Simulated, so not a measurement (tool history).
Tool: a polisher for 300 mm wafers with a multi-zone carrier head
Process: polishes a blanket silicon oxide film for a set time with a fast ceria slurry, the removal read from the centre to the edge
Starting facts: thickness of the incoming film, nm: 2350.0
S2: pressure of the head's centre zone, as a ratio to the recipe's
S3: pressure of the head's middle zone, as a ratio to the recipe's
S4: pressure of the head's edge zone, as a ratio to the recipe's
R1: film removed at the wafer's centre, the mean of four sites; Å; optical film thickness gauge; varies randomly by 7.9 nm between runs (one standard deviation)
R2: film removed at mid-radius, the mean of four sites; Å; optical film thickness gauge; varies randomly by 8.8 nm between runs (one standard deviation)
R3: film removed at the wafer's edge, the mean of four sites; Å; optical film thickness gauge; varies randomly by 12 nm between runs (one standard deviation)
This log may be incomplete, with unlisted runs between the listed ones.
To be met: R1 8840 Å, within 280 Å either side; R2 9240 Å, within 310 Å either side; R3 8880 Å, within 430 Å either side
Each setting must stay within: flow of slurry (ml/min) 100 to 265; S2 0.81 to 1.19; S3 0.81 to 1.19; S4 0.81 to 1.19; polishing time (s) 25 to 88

{"run": 1, "day": 0.0, "flow of slurry (ml/min)": 170, "S2": 1, "S3": 1, "S4": 1, "polishing time (s)": 56, "R1": 6870.5, "R2": 7056.9, "R3": 6834.5}
{"run": 2, "day": 0.342, "flow of slurry (ml/min)": 170, "S2": 1, "S3": 0.92, "S4": 1, "polishing time (s)": 56, "R1": 6994.1, "R2": 6410.4, "R3": 6883.3}
{"run": 3, "day": 0.446, "flow of slurry (ml/min)": 180, "S2": 1.01, "S3": 0.95, "S4": 1.03, "polishing time (s)": 58, "R1": 7232.3, "R2": 6926.5, "R3": 7216.7}
{"run": 4, "day": 0.529, "flow of slurry (ml/min)": 185, "S2": 1.02, "S3": 0.97, "S4": 1.05, "polishing time (s)": 60, "R1": 7770.5, "R2": 7353.7, "R3": 7640.5}
{"run": 5, "day": 0.675, "flow of slurry (ml/min)": 195, "S2": 1.02, "S3": 1, "S4": 1.07, "polishing time (s)": 61, "R1": 7786.6, "R2": 7549.2, "R3": 7960}
{"run": 6, "day": 0.862, "flow of slurry (ml/min)": 200, "S2": 1.03, "S3": 1.03, "S4": 1.07, "polishing time (s)": 62, "R1": 7935.9, "R2": 7908.7, "R3": 8019.2}
{"run": 7, "day": 1.054, "flow of slurry (ml/min)": 200, "S2": 1.04, "S3": 1.05, "S4": 1.08, "polishing time (s)": 63, "R1": 8305.1, "R2": 8452.5, "R3": 7928.8}
{"run": 8, "day": 1.379, "flow of slurry (ml/min)": 240, "S2": 1, "S3": 1.04, "S4": 1.15, "polishing time (s)": 67, "R1": 8493.3, "R2": 8831.3, "R3": 9071.2}

4 next moves are on the table. One of them brings every result within its allowed miss. Which?
{"run": "A", "day": 1.704, "flow of slurry (ml/min)": 200, "S2": 1.01, "S3": 0.98, "S4": 1.18, "polishing time (s)": 64, "R1": "?", "R2": "?", "R3": "?"}
{"run": "B", "day": 1.704, "flow of slurry (ml/min)": 255, "S2": 1.01, "S3": 1.18, "S4": 1.09, "polishing time (s)": 68, "R1": "?", "R2": "?", "R3": "?"}
{"run": "C", "day": 1.704, "flow of slurry (ml/min)": 265, "S2": 0.99, "S3": 1.18, "S4": 1.05, "polishing time (s)": 68, "R1": "?", "R2": "?", "R3": "?"}
{"run": "D", "day": 1.704, "flow of slurry (ml/min)": 170, "S2": 0.98, "S3": 1.02, "S4": 0.98, "polishing time (s)": 73, "R1": "?", "R2": "?", "R3": "?"}

move=A R1=8193.5 R2=8004.1 R3=8718.6
move=B R1=8943.6 R2=10198 R3=9022.3
move=C R1=8799 R2=10235 R3=8878.4
move=D R1=8905.6 R2=9295.7 R3=8950.3
A: lands further from the targets than the last run did
B: takes the result that was furthest off past its target
C: takes the result that was furthest off past its target
D: hits every target within its allowed miss
The move that meets every target is D.

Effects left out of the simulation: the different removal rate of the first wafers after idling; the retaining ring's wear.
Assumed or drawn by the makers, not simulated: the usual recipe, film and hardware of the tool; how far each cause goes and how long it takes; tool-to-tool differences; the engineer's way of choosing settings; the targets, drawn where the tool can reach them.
